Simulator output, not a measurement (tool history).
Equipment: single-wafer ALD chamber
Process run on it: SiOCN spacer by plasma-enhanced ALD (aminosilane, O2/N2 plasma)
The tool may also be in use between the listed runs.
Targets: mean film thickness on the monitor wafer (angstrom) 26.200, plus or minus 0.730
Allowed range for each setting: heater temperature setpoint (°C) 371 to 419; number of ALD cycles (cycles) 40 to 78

run  hour  heater temperature setpoint (°C)  number of ALD cycles (cycles)  mean film thickness on the monitor wafer (angstrom)
  1   0.0                               395                             59                                               33.419
  2   4.8                               395                             54                                               30.728
  3   7.4                               395                             52                                               29.524
  4  12.2                               395                             50                                               28.485
  5  18.8                               395                             49                                               27.802
  6  26.0                               395                             41                                               23.312
  7  27.9                               395                             42                                               23.860
  8  32.6                               395                             43                                               24.411
  9  41.6                               395                             44                                               24.881

Of the 5 settings listed for the next run, only one would bring every result within its allowed miss of target. Which one?
  A  50.6                               395                             41                                                    ?
  B  50.6                               385                             46                                                    ?
  C  50.6                               400                             50                                                    ?
  D  50.6                               399                             42                                                    ?
  E  50.6                               404                             42                                                    ?

move  mean film thickness on the monitor wafer (angstrom)
   A                                               23.396
   B                                               26.250
   C                                               28.503
   D                                               23.967
   E                                               23.636
A: misses by more than the last run did
B: every result lands within tolerance
C: takes the biggest miss from the last run beyond its target
D: misses by more than the last run did
E: misses by more than the last run did
The right move is B.
